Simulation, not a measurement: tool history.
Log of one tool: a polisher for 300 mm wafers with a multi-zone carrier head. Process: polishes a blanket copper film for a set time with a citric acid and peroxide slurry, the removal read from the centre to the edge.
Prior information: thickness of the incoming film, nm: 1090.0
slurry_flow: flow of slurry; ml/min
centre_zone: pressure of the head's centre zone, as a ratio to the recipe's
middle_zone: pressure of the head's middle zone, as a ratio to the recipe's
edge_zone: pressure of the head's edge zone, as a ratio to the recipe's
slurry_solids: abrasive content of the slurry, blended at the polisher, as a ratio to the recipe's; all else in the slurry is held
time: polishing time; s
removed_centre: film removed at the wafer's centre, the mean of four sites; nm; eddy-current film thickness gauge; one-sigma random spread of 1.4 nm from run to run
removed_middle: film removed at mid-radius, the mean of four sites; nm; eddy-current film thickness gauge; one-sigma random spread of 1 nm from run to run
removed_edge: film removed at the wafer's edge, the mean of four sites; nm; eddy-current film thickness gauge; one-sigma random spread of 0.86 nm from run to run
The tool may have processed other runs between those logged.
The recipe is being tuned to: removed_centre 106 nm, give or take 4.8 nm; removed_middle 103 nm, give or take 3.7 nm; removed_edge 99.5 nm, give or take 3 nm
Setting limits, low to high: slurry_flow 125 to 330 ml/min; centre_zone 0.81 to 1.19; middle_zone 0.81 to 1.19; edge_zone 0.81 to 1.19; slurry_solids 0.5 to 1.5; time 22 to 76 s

run 1 day=0 | slurry_flow=210 centre_zone=1 middle_zone=1 edge_zone=1 slurry_solids=1 time=49 | removed_centre=161 removed_middle=164.49 removed_edge=163.54
run 2 day=0.171 | slurry_flow=210 centre_zone=0.94 middle_zone=1 edge_zone=1 slurry_solids=1 time=49 | removed_centre=149.65 removed_middle=164.39 removed_edge=163.74
run 3 day=0.475 | slurry_flow=210 centre_zone=0.95 middle_zone=0.99 edge_zone=0.98 slurry_solids=0.95 time=47 | removed_centre=143.77 removed_middle=156.31 removed_edge=156.49
run 4 day=0.7 | slurry_flow=260 centre_zone=0.95 middle_zone=0.99 edge_zone=0.98 slurry_solids=0.95 time=47 | removed_centre=145.97 removed_middle=157.41 removed_edge=155.63
run 5 day=0.946 | slurry_flow=260 centre_zone=0.96 middle_zone=0.99 edge_zone=0.97 slurry_solids=0.9 time=45 | removed_centre=142.33 removed_middle=149.93 removed_edge=150.89
run 6 day=1 | slurry_flow=260 centre_zone=0.96 middle_zone=1.03 edge_zone=0.97 slurry_solids=0.9 time=45 | removed_centre=143.06 removed_middle=159.31 removed_edge=147.73
run 7 day=1.183 | slurry_flow=260 centre_zone=0.97 middle_zone=1.02 edge_zone=0.96 slurry_solids=0.85 time=43 | removed_centre=137.71 removed_middle=147.43 removed_edge=139.13
run 8 day=1.267 | slurry_flow=220 centre_zone=0.96 middle_zone=0.96 edge_zone=0.86 slurry_solids=0.6 time=33 | removed_centre=96.616 removed_middle=99.4 removed_edge=94.552

Exercise: of the 5 proposed moves below, exactly one satisfies all targets within the stated allowed misses. Which move is it?
run A day=1.35 | slurry_flow=225 centre_zone=1.02 middle_zone=0.89 edge_zone=0.89 slurry_solids=0.6 time=34 | removed_centre=? removed_middle=? removed_edge=?
run B day=1.35 | slurry_flow=205 centre_zone=1.03 middle_zone=0.88 edge_zone=0.86 slurry_solids=0.55 time=38 | removed_centre=? removed_middle=? removed_edge=?
run C day=1.35 | slurry_flow=240 centre_zone=1.01 middle_zone=0.95 edge_zone=0.85 slurry_solids=0.65 time=34 | removed_centre=? removed_middle=? removed_edge=?
run D day=1.35 | slurry_flow=275 centre_zone=1 middle_zone=0.94 edge_zone=0.94 slurry_solids=0.6 time=34 | removed_centre=? removed_middle=? removed_edge=?
run E day=1.35 | slurry_flow=280 centre_zone=1.03 middle_zone=0.94 edge_zone=0.83 slurry_solids=0.5 time=38 | removed_centre=? removed_middle=? removed_edge=?

move=A removed_centre=105.22 removed_middle=97.46 removed_edge=100.14
move=B removed_centre=115.86 removed_middle=105.41 removed_edge=107.94
move=C removed_centre=106.33 removed_middle=104.92 removed_edge=99.736
move=D removed_centre=105.52 removed_middle=104.07 removed_edge=104.19
move=E removed_centre=118.46 removed_middle=113.39 removed_edge=107.23
A: puts the biggest miss on target and leaves a different result outside tolerance
B: takes the biggest miss from the last run beyond its target
C: all results in spec
D: puts the biggest miss on target and leaves a different result outside tolerance
E: takes the biggest miss from the last run beyond its target
The right move is C.
